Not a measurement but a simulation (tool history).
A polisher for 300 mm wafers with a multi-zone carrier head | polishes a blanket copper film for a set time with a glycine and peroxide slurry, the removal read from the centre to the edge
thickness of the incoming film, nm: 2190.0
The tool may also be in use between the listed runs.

| run | hour | flow of slurry (ml/min) | pressure of the head's centre zone | pressure of the head's middle zone | pressure of the head's edge zone | polishing time (s) | film removed at the wafer's centre (nm) | film removed at mid-radius (nm) | film removed at the wafer's edge (nm) |
|---|---|---|---|---|---|---|---|---|---|
| 1 | 0.0 | 225 | 1.00 | 1.00 | 1.00 | 50 | 279.23 | 285.52 | 281.39 |
| 2 | 8.0 | 225 | 1.01 | 1.00 | 0.98 | 48 | 272.73 | 277.20 | 265.44 |
| 3 | 12.9 | 225 | 1.09 | 1.00 | 0.98 | 48 | 300.04 | 268.82 | 265.27 |
| 4 | 15.5 | 225 | 1.09 | 0.95 | 0.98 | 48 | 295.76 | 261.45 | 271.07 |
| 5 | 16.5 | 225 | 1.09 | 0.96 | 0.96 | 46 | 283.68 | 252.39 | 259.24 |
| 6 | 23.9 | 225 | 1.09 | 0.98 | 0.95 | 44 | 276.24 | 247.17 | 243.80 |
| 7 | 30.1 | 225 | 1.09 | 0.99 | 0.94 | 43 | 266.42 | 241.92 | 238.84 |
| 8 | 35.6 | 225 | 1.09 | 1.00 | 0.93 | 42 | 261.92 | 238.25 | 226.79 |

The next listed run, before its measurement:
| 9 | 37.1 | 220 | 1.09 | 1.00 | 0.92 | 41 | ? | ? | ? |

film removed at the wafer's centre (nm): 253.01
film removed at mid-radius (nm): 232.19
film removed at the wafer's edge (nm): 223.80
